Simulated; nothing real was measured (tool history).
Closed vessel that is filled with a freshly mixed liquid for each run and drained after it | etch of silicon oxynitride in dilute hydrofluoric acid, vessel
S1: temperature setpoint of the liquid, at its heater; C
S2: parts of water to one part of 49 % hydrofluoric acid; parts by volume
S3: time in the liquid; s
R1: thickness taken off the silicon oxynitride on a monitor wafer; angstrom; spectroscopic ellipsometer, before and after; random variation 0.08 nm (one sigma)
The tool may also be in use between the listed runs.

run,hour,S1,S2,S3,R1
1,0.0,20.0,110,465,55.468
2,8.2,21.5,105,465,62.586
3,16.1,20.0,105,465,58.112
4,19.4,20.0,80,465,79.158
5,24.4,20.0,100,465,62.417
6,32.0,21.5,100,465,67.196
7,37.8,25.5,95,465,85.226
8,40.8,26.0,95,465,87.286

Run 9 comes next. What will it give?
9,41.9,26.5,95,465,?

Run 9 gave R1 89.079 angstrom.
